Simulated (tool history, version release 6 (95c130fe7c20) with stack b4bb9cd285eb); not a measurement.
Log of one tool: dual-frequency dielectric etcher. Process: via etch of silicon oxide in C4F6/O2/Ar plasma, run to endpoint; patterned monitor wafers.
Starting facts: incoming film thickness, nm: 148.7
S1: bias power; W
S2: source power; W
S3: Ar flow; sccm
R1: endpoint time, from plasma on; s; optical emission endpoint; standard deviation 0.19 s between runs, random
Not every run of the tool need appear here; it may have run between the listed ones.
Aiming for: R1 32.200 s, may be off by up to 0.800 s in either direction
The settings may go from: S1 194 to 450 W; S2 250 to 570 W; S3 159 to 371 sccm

run,day,S1,S2,S3,R1
1,0.000,322,410,265,36.423
2,0.204,322,470,265,35.230
3,0.279,330,470,264,35.579
4,0.350,341,480,260,34.570
5,0.588,347,480,259,34.218
6,0.725,352,480,258,34.193
7,1.083,357,480,257,34.161
8,1.462,357,480,257,33.982
9,1.792,362,480,256,33.798
10,2.033,366,480,255,33.481
11,2.396,369,480,254,33.601

Consider the 4 candidate settings below. Which is the only one whose results all fall within their allowed miss of target?
A,2.758,417,550,229,?
B,2.758,362,420,261,?
C,2.758,419,490,288,?
D,2.758,450,480,199,?

move,R1
A,30.691
B,35.000
C,32.299
D,30.531
A: the result that was furthest off in the last run now lies on the other side of its target
B: moves away from the targets compared with the last run
C: all results land within tolerance of their targets
D: the result that was furthest off in the last run now lies on the other side of its target
Answer: C

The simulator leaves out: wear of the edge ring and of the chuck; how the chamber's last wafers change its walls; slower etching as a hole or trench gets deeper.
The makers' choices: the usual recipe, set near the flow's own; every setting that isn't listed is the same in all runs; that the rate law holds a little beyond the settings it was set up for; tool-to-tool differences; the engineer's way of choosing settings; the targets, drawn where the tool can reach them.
